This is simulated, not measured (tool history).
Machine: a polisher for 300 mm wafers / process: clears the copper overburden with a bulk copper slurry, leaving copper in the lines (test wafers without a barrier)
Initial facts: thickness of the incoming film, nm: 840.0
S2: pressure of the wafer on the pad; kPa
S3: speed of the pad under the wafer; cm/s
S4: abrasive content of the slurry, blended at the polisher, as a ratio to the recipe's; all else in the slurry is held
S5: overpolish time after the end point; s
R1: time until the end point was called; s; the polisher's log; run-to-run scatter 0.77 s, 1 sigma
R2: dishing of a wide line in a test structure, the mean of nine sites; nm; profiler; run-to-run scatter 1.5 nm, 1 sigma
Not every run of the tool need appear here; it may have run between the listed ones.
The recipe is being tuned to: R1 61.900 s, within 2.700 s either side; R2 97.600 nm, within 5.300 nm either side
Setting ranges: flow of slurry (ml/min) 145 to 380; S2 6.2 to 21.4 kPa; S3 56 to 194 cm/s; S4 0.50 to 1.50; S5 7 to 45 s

Run 1, day 0.000: flow of slurry (ml/min) 245, S2 13.8 kPa, S3 124 cm/s, S4 1.00, S5 23 s. Result: R1 102.580 s, R2 80.403 nm.
Run 2, day 0.062: flow of slurry (ml/min) 305, S2 13.8 kPa, S3 124 cm/s, S4 1.00, S5 23 s. Result: R1 99.126 s, R2 81.364 nm.
Run 3, day 0.258: flow of slurry (ml/min) 305, S2 13.8 kPa, S3 124 cm/s, S4 0.80, S5 23 s. Result: R1 102.090 s, R2 80.730 nm.
Run 4, day 0.479: flow of slurry (ml/min) 255, S2 13.8 kPa, S3 124 cm/s, S4 0.80, S5 23 s. Result: R1 108.700 s, R2 81.048 nm.
Run 5, day 0.629: flow of slurry (ml/min) 255, S2 13.8 kPa, S3 124 cm/s, S4 0.80, S5 33 s. Result: R1 105.620 s, R2 94.217 nm.
Run 6, day 0.838: flow of slurry (ml/min) 255, S2 13.8 kPa, S3 124 cm/s, S4 1.00, S5 33 s. Result: R1 102.010 s, R2 95.133 nm.
Run 7, day 0.946: flow of slurry (ml/min) 265, S2 15.2 kPa, S3 126 cm/s, S4 1.00, S5 30 s. Result: R1 91.772 s, R2 98.797 nm.
Run 8, day 1.046: flow of slurry (ml/min) 260, S2 19.3 kPa, S3 138 cm/s, S4 1.00, S5 19 s. Result: R1 65.612 s, R2 94.033 nm.

Of the 5 settings listed for the next run, only one would bring every result within its allowed miss of target. Which one?
Run A, day 1.146: flow of slurry (ml/min) 310, S2 19.3 kPa, S3 132 cm/s, S4 0.90, S5 21 s. Result: R1 ?, R2 ?.
Run B, day 1.146: flow of slurry (ml/min) 200, S2 20.0 kPa, S3 154 cm/s, S4 0.80, S5 19 s. Result: R1 ?, R2 ?.
Run C, day 1.146: flow of slurry (ml/min) 175, S2 18.6 kPa, S3 146 cm/s, S4 0.95, S5 23 s. Result: R1 ?, R2 ?.
Run D, day 1.146: flow of slurry (ml/min) 355, S2 19.3 kPa, S3 126 cm/s, S4 1.00, S5 19 s. Result: R1 ?, R2 ?.
Run E, day 1.146: flow of slurry (ml/min) 275, S2 18.6 kPa, S3 128 cm/s, S4 1.25, S5 17 s. Result: R1 ?, R2 ?.

move      R1       R2
   A  69.185   98.414
   B  61.472   99.797
   C  68.669  101.580
   D  70.288   93.538
   E  70.385   88.074
A: further off than the last run
B: hits every target within its allowed miss
C: further off than the last run
D: further off than the last run
E: further off than the last run
Move B is the one to make.
